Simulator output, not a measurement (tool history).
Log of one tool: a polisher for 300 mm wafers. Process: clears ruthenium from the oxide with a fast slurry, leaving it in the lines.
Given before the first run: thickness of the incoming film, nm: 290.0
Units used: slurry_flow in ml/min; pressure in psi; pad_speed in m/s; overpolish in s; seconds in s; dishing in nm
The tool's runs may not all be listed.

| run | hour | slurry_flow | pressure | pad_speed | slurry_solids | overpolish | seconds | dishing |
|---|---|---|---|---|---|---|---|---|
| 1 | 0 | 140 | 2.8 | 0.98 | 1 | 24 | 61.783 | 80.633 |
| 2 | 7.7 | 140 | 2.8 | 0.98 | 1 | 33 | 62.062 | 96.056 |
| 3 | 12.1 | 140 | 2.8 | 0.98 | 1 | 41 | 62.697 | 118.01 |
| 4 | 17 | 140 | 2.8 | 0.98 | 1 | 37 | 62.139 | 103.96 |
| 5 | 24.6 | 140 | 2.8 | 0.98 | 0.85 | 37 | 67.635 | 98.607 |
| 6 | 25.1 | 150 | 3.1 | 0.98 | 0.85 | 34 | 61.748 | 98.761 |
| 7 | 29.7 | 150 | 3.1 | 0.98 | 0.85 | 34 | 61.632 | 103.88 |
| 8 | 31.2 | 150 | 3.1 | 0.98 | 0.85 | 34 | 61.315 | 101.46 |
| 9 | 34.7 | 150 | 3.4 | 0.98 | 0.85 | 31 | 57.653 | 103.37 |
| 10 | 38.7 | 155 | 3.6 | 1 | 0.85 | 27 | 53.333 | 91.838 |
| 11 | 45.8 | 160 | 3.8 | 1 | 0.85 | 27 | 50.664 | 100.73 |
| 12 | 47 | 160 | 3.9 | 1.02 | 0.85 | 26 | 48.616 | 97.389 |

Predict the results of run 13:
| 13 | 48.2 | 160 | 4 | 1.02 | 0.85 | 26 | ? | ? |

seconds: 47.79 s
dishing: 98.266 nm

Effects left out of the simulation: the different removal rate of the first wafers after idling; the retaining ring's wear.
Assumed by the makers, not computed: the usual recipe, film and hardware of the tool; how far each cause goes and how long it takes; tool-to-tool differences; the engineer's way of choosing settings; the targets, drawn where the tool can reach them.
